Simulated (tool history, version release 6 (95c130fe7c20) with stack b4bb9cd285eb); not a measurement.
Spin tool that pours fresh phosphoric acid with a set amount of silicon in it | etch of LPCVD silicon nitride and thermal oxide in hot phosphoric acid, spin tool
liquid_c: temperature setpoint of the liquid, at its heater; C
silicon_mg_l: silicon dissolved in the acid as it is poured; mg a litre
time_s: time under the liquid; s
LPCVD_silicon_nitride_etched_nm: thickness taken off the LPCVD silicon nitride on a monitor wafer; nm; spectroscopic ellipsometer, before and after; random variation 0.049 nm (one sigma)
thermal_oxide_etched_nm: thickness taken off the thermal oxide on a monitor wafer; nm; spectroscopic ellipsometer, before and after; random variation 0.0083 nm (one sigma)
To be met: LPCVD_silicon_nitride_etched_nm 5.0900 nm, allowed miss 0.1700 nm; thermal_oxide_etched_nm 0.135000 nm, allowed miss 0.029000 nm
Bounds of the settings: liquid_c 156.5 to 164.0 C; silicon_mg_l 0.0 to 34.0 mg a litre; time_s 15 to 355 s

| run | day | liquid_c | silicon_mg_l | time_s | LPCVD_silicon_nitride_etched_nm | thermal_oxide_etched_nm |
|---|---|---|---|---|---|---|
| 1 | 0.000 | 159.0 | 15.0 | 180 | 11.8040 | 0.271660 |
| 2 | 0.308 | 159.0 | 14.0 | 160 | 10.4570 | 0.239470 |
| 3 | 0.442 | 159.0 | 9.5 | 160 | 10.2130 | 0.256310 |
| 4 | 0.688 | 159.0 | 9.5 | 220 | 14.3750 | 0.363730 |
| 5 | 0.892 | 158.0 | 9.5 | 220 | 13.9650 | 0.376790 |
| 6 | 1.121 | 157.0 | 9.5 | 220 | 13.0680 | 0.310730 |
| 7 | 1.288 | 157.0 | 8.5 | 200 | 11.9290 | 0.304660 |
| 8 | 1.654 | 157.0 | 8.0 | 180 | 10.6360 | 0.249000 |
| 9 | 1.683 | 157.0 | 7.0 | 160 | 9.7522 | 0.236220 |
|  | 1.712 | heated supply line repaired |
| 10 | 1.712 | 157.0 | 6.0 | 145 | 9.8724 | 0.266190 |
| 11 | 2.046 | 157.0 | 7.0 | 130 | 8.8290 | 0.236990 |
| 12 | 2.167 | 157.0 | 7.5 | 115 | 7.7105 | 0.226420 |
| 13 | 2.288 | 156.5 | 17.0 | 45 | 3.0014 | 0.067043 |
| 14 | 2.625 | 159.0 | 12.5 | 65 | 4.8155 | 0.125340 |
| 15 | 2.650 | 159.5 | 12.5 | 65 | 4.8584 | 0.123030 |
| 16 | 2.829 | 160.0 | 12.0 | 65 | 4.8753 | 0.135740 |
| 17 | 3.004 | 160.0 | 12.5 | 70 | 5.3253 | 0.147390 |

Which of these 4 next moves meets every target?
| A | 3.179 | 158.0 | 11.5 | 80 | ? | ? |
| B | 3.179 | 160.0 | 19.5 | 80 | ? | ? |
| C | 3.179 | 159.0 | 12.0 | 70 | ? | ? |
| D | 3.179 | 159.5 | 10.0 | 75 | ? | ? |

| move | LPCVD_silicon_nitride_etched_nm | thermal_oxide_etched_nm |
|---|---|---|
| A | 5.6539 | 0.142920 |
| B | 6.0486 | 0.135360 |
| C | 5.1173 | 0.133190 |
| D | 5.5760 | 0.155000 |
A: further off than the last run
B: further off than the last run
C: meets every target
D: further off than the last run
Answer: C
